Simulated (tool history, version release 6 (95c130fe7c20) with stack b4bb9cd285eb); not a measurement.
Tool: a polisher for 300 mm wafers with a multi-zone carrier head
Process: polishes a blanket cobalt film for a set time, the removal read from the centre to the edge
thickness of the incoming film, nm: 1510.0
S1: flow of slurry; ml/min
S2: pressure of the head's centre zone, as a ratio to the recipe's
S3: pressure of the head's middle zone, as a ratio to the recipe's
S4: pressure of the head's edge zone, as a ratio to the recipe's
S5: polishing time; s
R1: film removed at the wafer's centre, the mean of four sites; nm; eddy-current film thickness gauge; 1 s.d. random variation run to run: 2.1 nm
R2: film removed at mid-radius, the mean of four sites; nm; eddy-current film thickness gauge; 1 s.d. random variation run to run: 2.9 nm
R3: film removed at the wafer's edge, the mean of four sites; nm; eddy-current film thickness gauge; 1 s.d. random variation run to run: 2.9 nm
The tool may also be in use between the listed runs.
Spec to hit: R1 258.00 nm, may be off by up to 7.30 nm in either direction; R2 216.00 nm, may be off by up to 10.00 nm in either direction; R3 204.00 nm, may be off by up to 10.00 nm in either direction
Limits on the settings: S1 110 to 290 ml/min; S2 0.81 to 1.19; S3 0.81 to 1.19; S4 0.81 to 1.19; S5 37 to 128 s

run,day,S1,S2,S3,S4,S5,R1,R2,R3
1,0.000,185,1.00,1.00,1.00,82,225.73,224.27,215.62
2,0.329,200,1.03,0.99,0.97,81,234.18,221.74,217.73
3,0.642,205,1.07,1.01,0.95,79,239.07,228.97,208.45
4,0.867,210,1.09,0.99,0.94,78,242.40,221.33,203.44
5,0.904,215,1.10,0.98,0.94,78,242.29,223.24,205.40
6,1.154,215,1.05,0.98,0.94,78,228.84,218.83,203.45
7,1.488,220,1.08,0.97,0.94,78,239.99,213.56,207.86
8,1.667,225,1.10,0.97,0.93,78,246.81,217.23,204.24

Which of these 5 next moves meets every target?
A,1.846,225,1.08,0.83,0.95,77,?,?,?
B,1.846,205,1.17,0.96,0.90,79,?,?,?
C,1.846,200,1.10,0.98,0.96,89,?,?,?
D,1.846,150,1.00,1.00,0.89,94,?,?,?
E,1.846,230,1.04,1.04,0.82,80,?,?,?

move,R1,R2,R3
A,235.58,187.01,209.39
B,258.30,211.54,208.37
C,272.35,241.34,239.36
D,246.08,245.57,236.69
E,236.74,232.12,206.91
A: the biggest miss grows against the last run
B: meets every target
C: carries the result that was furthest off beyond its target, to the other side
D: the biggest miss grows against the last run
E: the biggest miss grows against the last run
Move B is the one to make.
